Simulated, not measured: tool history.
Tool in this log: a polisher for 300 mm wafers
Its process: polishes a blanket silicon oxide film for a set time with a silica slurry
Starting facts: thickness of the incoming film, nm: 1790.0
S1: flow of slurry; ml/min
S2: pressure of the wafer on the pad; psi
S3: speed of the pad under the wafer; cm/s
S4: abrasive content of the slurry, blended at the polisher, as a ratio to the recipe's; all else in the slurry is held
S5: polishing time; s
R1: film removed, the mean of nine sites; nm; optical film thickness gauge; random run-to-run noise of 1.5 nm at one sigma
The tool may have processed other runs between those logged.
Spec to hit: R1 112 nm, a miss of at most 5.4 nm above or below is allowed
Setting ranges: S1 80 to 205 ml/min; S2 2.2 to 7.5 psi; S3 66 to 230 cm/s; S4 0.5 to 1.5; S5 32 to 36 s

| run | hour | S1 | S2 | S3 | S4 | S5 | R1 |
|---|---|---|---|---|---|---|---|
| 1 | 0 | 135 | 4.8 | 146 | 1 | 36 | 179.68 |
| 2 | 6.3 | 120 | 4.8 | 146 | 1 | 36 | 176.04 |
| 3 | 9.1 | 120 | 4.8 | 146 | 0.9 | 36 | 164.51 |
| 4 | 16.8 | 120 | 4.4 | 144 | 0.9 | 36 | 149 |
| 5 | 21.2 | 120 | 4.4 | 166 | 0.9 | 36 | 160.98 |
| 6 | 25.7 | 120 | 4.4 | 166 | 0.9 | 32 | 140.11 |
| 7 | 29.8 | 120 | 4.2 | 166 | 0.9 | 32 | 133.14 |
| 8 | 30.6 | 120 | 4.1 | 166 | 0.9 | 32 | 134.46 |

Of the 4 settings listed for the next run, only one would bring every result within its allowed miss of target. Which one?
| A | 31.4 | 160 | 2.8 | 138 | 1.05 | 33 | ? |
| B | 31.4 | 85 | 4.3 | 144 | 0.95 | 32 | ? |
| C | 31.4 | 120 | 4.7 | 178 | 0.85 | 32 | ? |
| D | 31.4 | 110 | 3.1 | 190 | 0.95 | 32 | ? |

| move | R1 |
|---|---|
| A | 99.429 |
| B | 120.02 |
| C | 153.56 |
| D | 113.03 |
A: pushes the last run's worst result past its target
B: an improvement on the last run, though not all results are within tolerance
C: the biggest miss grows against the last run
D: every result lands within tolerance
Answer: D

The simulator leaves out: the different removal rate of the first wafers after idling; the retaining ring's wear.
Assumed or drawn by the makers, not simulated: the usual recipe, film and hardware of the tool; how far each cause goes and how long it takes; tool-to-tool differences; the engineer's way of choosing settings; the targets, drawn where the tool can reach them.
